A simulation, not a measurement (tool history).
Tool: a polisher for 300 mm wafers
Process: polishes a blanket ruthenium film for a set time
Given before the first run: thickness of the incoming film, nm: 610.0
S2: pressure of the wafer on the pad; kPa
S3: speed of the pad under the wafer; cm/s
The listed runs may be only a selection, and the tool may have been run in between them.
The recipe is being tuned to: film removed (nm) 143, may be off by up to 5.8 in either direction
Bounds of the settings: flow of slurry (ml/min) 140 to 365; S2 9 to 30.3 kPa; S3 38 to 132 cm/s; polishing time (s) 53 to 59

Run 1, hour 0: flow of slurry (ml/min) 235, S2 19.3 kPa, S3 84 cm/s, polishing time (s) 59. Result: film removed (nm) 82.051.
Run 2, hour 5.8: flow of slurry (ml/min) 235, S2 19.3 kPa, S3 102 cm/s, polishing time (s) 59. Result: film removed (nm) 98.772.
Run 3, hour 11.3: flow of slurry (ml/min) 235, S2 23.4 kPa, S3 102 cm/s, polishing time (s) 59. Result: film removed (nm) 118.53.
Run 4, hour 18.7: flow of slurry (ml/min) 235, S2 23.4 kPa, S3 92 cm/s, polishing time (s) 59. Result: film removed (nm) 106.28.
Run 5, hour 25.6: flow of slurry (ml/min) 235, S2 24.1 kPa, S3 92 cm/s, polishing time (s) 59. Result: film removed (nm) 111.
Run 6, hour 26.6: flow of slurry (ml/min) 235, S2 20.7 kPa, S3 92 cm/s, polishing time (s) 59. Result: film removed (nm) 95.045.
Run 7, hour 32.8: flow of slurry (ml/min) 235, S2 26.2 kPa, S3 94 cm/s, polishing time (s) 59. Result: film removed (nm) 121.74.
Run 8, hour 38.3: flow of slurry (ml/min) 235, S2 26.9 kPa, S3 94 cm/s, polishing time (s) 59. Result: film removed (nm) 127.2.

4 next moves are on the table. One of them brings every result within its allowed miss. Which?
Run A, hour 43.8: flow of slurry (ml/min) 335, S2 29 kPa, S3 124 cm/s, polishing time (s) 53. Result: film removed (nm) ?.
Run B, hour 43.8: flow of slurry (ml/min) 265, S2 24.1 kPa, S3 110 cm/s, polishing time (s) 56. Result: film removed (nm) ?.
Run C, hour 43.8: flow of slurry (ml/min) 210, S2 28.3 kPa, S3 114 cm/s, polishing time (s) 54. Result: film removed (nm) ?.
Run D, hour 43.8: flow of slurry (ml/min) 260, S2 29.6 kPa, S3 110 cm/s, polishing time (s) 56. Result: film removed (nm) ?.

move  film removed (nm)
   A             161.87
   B             124.78
   C             141.56
   D             152.32
A: takes the biggest miss from the last run beyond its target
B: lands further from the targets than the last run did
C: hits every target within its allowed miss
D: takes the biggest miss from the last run beyond its target
C is the move that brings every result within its allowed miss.

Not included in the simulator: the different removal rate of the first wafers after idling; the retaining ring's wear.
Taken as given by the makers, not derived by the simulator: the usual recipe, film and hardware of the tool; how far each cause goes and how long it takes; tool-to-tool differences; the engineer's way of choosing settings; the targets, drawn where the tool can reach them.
